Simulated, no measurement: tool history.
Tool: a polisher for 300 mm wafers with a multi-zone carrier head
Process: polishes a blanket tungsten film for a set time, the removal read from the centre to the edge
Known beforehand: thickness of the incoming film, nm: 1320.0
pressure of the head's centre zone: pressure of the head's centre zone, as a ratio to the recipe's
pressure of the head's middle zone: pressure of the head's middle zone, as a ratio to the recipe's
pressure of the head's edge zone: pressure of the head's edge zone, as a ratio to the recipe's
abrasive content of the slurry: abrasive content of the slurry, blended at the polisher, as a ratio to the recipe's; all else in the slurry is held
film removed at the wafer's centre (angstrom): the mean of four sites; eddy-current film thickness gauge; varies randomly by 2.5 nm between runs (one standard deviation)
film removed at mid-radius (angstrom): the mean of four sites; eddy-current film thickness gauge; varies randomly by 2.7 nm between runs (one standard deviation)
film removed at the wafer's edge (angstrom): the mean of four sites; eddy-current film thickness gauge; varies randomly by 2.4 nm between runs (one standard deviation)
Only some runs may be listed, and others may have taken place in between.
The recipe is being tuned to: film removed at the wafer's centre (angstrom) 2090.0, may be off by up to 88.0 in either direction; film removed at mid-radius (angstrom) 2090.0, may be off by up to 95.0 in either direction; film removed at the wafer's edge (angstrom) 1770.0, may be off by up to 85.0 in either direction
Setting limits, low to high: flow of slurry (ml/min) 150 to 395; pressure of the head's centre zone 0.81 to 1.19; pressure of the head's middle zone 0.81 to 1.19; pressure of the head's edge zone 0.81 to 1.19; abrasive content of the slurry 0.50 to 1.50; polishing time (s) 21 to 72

run  hour  flow of slurry (ml/min)  pressure of the head's centre zone  pressure of the head's middle zone  pressure of the head's edge zone  abrasive content of the slurry  polishing time (s)  film removed at the wafer's centre (angstrom)  film removed at mid-radius (angstrom)  film removed at the wafer's edge (angstrom)
  1   0.0                      250                                1.00                                1.00                              1.00                            1.00                  46                                         2354.0                                 2334.0                                       2327.1
  2   8.5                      255                                1.02                                1.03                              0.95                            0.85                  45                                         2265.8                                 2267.7                                       2228.1
  3  15.8                      255                                1.02                                1.07                              0.95                            0.85                  45                                         2245.7                                 2371.0                                       2185.0
  4  18.4                      255                                1.02                                1.07                              0.95                            0.85                  49                                         2491.4                                 2673.6                                       2382.4
  5  26.8                      255                                1.02                                0.99                              0.95                            0.85                  49                                         2459.4                                 2453.3                                       2375.4
  6  31.4                      250                                1.06                                1.04                              0.90                            0.75                  46                                         2350.7                                 2318.7                                       2149.5
  7  34.7                      245                                1.08                                1.07                              0.87                            0.70                  44                                         2230.1                                 2280.1                                       1948.2
  8  40.7                      240                                1.08                                1.06                              0.85                            0.65                  44                                         2202.7                                 2210.2                                       1920.9
  9  42.8                      235                                1.08                                1.06                              0.84                            0.60                  44                                         2154.1                                 2159.0                                       1927.6

Which one of the following 4 next-run settings gets every result inside its allowed miss? There is exactly one.
  A  44.9                      345                                1.19                                1.16                              0.81                            0.85                  35                                              ?                                      ?                                            ?
  B  44.9                      265                                1.06                                1.04                              0.81                            0.80                  40                                              ?                                      ?                                            ?
  C  44.9                      245                                1.14                                0.87                              0.85                            0.60                  45                                              ?                                      ?                                            ?
  D  44.9                      230                                1.08                                1.19                              0.81                            0.65                  42                                              ?                                      ?                                            ?

move  film removed at the wafer's centre (angstrom)  film removed at mid-radius (angstrom)  film removed at the wafer's edge (angstrom)
   A                                         2045.6                                 2014.2                                       1652.6
   B                                         2051.3                                 2019.6                                       1833.1
   C                                         2301.5                                 1848.7                                       2000.3
   D                                         2071.0                                 2258.2                                       1830.7
A: the result that was furthest off in the last run now lies on the other side of its target
B: all results in spec
C: moves away from the targets compared with the last run
D: brings the result that was furthest off to its target, and leaves another outside
The right move is B.

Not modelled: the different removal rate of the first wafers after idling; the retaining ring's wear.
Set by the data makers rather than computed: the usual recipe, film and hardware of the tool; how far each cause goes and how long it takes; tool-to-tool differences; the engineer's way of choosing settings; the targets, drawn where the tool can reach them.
